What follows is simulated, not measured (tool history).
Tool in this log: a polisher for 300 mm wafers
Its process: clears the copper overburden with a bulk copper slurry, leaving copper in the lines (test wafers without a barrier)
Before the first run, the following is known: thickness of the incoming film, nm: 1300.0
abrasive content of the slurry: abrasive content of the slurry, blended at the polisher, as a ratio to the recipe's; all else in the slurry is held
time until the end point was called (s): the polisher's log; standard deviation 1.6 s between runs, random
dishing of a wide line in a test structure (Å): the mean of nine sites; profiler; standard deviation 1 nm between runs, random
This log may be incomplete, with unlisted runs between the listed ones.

| run | hour | flow of slurry (ml/min) | pressure of the wafer on the pad (kPa) | speed of the pad under the wafer (m/s) | abrasive content of the slurry | overpolish time after the end point (s) | time until the end point was called (s) | dishing of a wide line in a test structure (Å) |
|---|---|---|---|---|---|---|---|---|
| 1 | 0 | 125 | 20 | 1.2 | 1 | 15 | 96.962 | 1017.7 |
| 2 | 8.6 | 125 | 20 | 1.2 | 1 | 11 | 94.272 | 823.58 |
| 3 | 16.2 | 125 | 20 | 1 | 1 | 11 | 116.15 | 746.25 |
| 4 | 21.9 | 120 | 20 | 0.98 | 1 | 12 | 116.35 | 778.42 |
| 5 | 22.7 | 140 | 20 | 0.98 | 1 | 12 | 113.58 | 783.32 |
| 6 | 23.8 | 140 | 20 | 0.98 | 0.9 | 12 | 117.09 | 770.71 |
| 7 | 24.9 | 135 | 20 | 0.98 | 0.9 | 13 | 119.71 | 812.94 |

Expected results for the next run?
| 8 | 30 | 135 | 20 | 0.98 | 0.9 | 14 | ? | ? |

Logged for run 8: time until the end point was called (s) 117.75, dishing of a wide line in a test structure (Å) 852.27.
